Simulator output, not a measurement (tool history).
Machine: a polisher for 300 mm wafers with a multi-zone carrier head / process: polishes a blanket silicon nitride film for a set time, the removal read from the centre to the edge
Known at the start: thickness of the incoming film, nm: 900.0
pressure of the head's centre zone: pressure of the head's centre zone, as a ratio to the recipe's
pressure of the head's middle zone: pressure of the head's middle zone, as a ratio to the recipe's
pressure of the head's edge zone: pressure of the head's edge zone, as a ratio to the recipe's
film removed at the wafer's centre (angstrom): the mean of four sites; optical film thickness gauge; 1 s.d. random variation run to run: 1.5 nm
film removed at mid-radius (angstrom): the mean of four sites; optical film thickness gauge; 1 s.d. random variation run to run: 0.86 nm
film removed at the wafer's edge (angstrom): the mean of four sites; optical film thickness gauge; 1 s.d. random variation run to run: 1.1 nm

run	day	flow of slurry (ml/min)	pressure of the head's centre zone	pressure of the head's middle zone	pressure of the head's edge zone	polishing time (s)	film removed at the wafer's centre (angstrom)	film removed at mid-radius (angstrom)	film removed at the wafer's edge (angstrom)
1	0	300	1	1	1	52	1042.2	1058.1	1083.2
2	0.262	300	1.02	0.98	0.98	52	1076.2	1055.3	1051.1
3	0.458	300	0.95	0.98	0.98	52	1026.9	1053.9	1078.1
4	0.658	300	0.97	0.96	0.97	52	1035.6	1033.2	1030.5
5	0.725	300	0.99	0.94	0.98	52	1061.5	1014	1078.4
6	1.083	300	0.99	0.94	0.98	41	847.99	799.92	851.4

Expected results for the next run?
7	1.45	305	1.02	0.94	0.98	42	?	?	?

{"run 7": {"film removed at the wafer's centre (angstrom)": 877.37, "film removed at mid-radius (angstrom)": 811.45, "film removed at the wafer's edge (angstrom)": 867.64}}
